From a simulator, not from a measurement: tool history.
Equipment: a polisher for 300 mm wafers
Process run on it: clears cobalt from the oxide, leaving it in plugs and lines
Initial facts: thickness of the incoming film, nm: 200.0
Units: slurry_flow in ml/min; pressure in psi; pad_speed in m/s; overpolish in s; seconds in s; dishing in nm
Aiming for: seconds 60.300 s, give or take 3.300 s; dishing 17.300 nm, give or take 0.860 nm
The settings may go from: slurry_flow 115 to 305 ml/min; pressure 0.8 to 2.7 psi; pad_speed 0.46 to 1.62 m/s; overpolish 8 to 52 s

run,day,slurry_flow,pressure,pad_speed,overpolish,seconds,dishing
1,0.000,195,1.7,1.04,26,47.718,35.256
2,0.254,180,1.6,1.04,22,51.481,32.716
3,0.529,180,1.4,1.04,22,59.396,31.255
4,0.833,180,1.4,0.84,22,69.397,28.749
5,1.154,180,1.7,0.84,22,60.314,31.394
# day 1.292: worn pad replaced by a new one
6,1.292,180,1.7,0.60,22,68.115,29.416
7,1.396,205,1.6,0.60,19,72.473,26.621
8,1.742,225,1.6,0.58,17,71.974,24.781

Which of these 4 next moves meets every target?
A,2.088,300,2.0,0.56,8,?,?
B,2.088,290,1.8,0.52,8,?,?
C,2.088,245,1.7,0.82,25,?,?
D,2.088,240,1.7,0.56,8,?,?

move,seconds,dishing
A,59.003,17.758
B,69.498,15.721
C,51.650,34.752
D,70.737,15.508
A: every result within its allowed miss
B: the result that was furthest off in the last run now lies on the other side of its target
C: further off than the last run
D: the result that was furthest off in the last run now lies on the other side of its target
Correct choice: A, which meets every target
